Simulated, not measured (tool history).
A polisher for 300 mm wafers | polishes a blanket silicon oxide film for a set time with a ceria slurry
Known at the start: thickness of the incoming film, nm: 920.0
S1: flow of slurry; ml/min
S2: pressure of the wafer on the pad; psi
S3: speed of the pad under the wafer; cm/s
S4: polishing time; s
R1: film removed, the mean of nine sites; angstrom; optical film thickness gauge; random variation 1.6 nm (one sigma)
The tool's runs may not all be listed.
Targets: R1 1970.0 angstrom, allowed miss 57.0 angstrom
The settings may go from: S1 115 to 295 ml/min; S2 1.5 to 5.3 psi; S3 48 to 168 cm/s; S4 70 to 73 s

run	day	S1	S2	S3	S4	R1
1	0.000	190	3.4	108	70	4130.6
2	0.288	185	2.9	102	70	3438.5
3	0.412	185	2.9	122	70	3793.4
4	0.675	185	2.9	136	70	4082.7
5	0.721	175	2.5	122	70	3312.1
6	0.938	165	2.2	114	70	2720.5
7	1.217	155	2.0	114	70	2457.4
8	1.462	145	1.9	114	70	2321.0
9	1.742	140	1.8	114	70	2188.3
10	2.029	135	1.8	114	70	2170.4
11	2.133	130	1.8	114	70	2180.5
12	2.204	125	1.7	114	70	2059.1
13	2.367	120	1.7	114	70	2034.0

Which of these 4 next moves meets every target?
A	2.529	115	1.6	130	73	?
B	2.529	120	1.6	116	71	?
C	2.529	115	1.8	92	70	?
D	2.529	115	1.6	132	71	?

move	R1
A	2175.0
B	1972.4
C	1847.3
D	2138.5
A: further off than the last run
B: meets every target
C: takes the result that was furthest off past its target
D: further off than the last run
Answer: B
